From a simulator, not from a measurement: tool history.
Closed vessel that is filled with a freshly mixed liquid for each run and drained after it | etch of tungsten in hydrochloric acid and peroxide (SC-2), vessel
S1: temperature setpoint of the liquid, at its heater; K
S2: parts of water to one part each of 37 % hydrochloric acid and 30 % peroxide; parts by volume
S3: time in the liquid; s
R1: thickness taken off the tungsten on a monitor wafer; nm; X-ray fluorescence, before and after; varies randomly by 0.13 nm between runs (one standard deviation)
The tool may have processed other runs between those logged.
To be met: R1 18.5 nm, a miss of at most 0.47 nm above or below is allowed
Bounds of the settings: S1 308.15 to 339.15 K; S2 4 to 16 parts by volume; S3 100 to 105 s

Run 1, day 0: S1 323.15 K, S2 9 parts by volume, S3 100 s. Result: R1 12.331 nm.
Run 2, day 0.054: S1 323.15 K, S2 9 parts by volume, S3 105 s. Result: R1 12.915 nm.
Run 3, day 0.162: S1 323.15 K, S2 9 parts by volume, S3 100 s. Result: R1 12.424 nm.
Run 4, day 0.329: S1 325.15 K, S2 9 parts by volume, S3 100 s. Result: R1 14.149 nm.
Run 5, day 0.571: S1 325.15 K, S2 9 parts by volume, S3 105 s. Result: R1 14.821 nm.
Run 6, day 0.671: S1 326.15 K, S2 9 parts by volume, S3 105 s. Result: R1 15.752 nm.
Run 7, day 1.008: S1 327.15 K, S2 9 parts by volume, S3 105 s. Result: R1 16.79 nm.
Run 8, day 1.133: S1 327.65 K, S2 9 parts by volume, S3 105 s. Result: R1 17.601 nm.

Exercise: of the 5 proposed moves below, exactly one satisfies all targets within the stated allowed misses. Which move is it?
Run A, day 1.258: S1 328.15 K, S2 9.5 parts by volume, S3 105 s. Result: R1 ?.
Run B, day 1.258: S1 329.15 K, S2 9 parts by volume, S3 100 s. Result: R1 ?.
Run C, day 1.258: S1 328.65 K, S2 9.5 parts by volume, S3 100 s. Result: R1 ?.
Run D, day 1.258: S1 327.15 K, S2 8.5 parts by volume, S3 100 s. Result: R1 ?.
Run E, day 1.258: S1 327.65 K, S2 9.5 parts by volume, S3 105 s. Result: R1 ?.

move      R1
   A  17.097
   B  18.157
   C  16.817
   D  16.714
   E  16.552
A: misses by more than the last run did
B: all results land within tolerance of their targets
C: misses by more than the last run did
D: misses by more than the last run did
E: misses by more than the last run did
The move that meets every target is B.
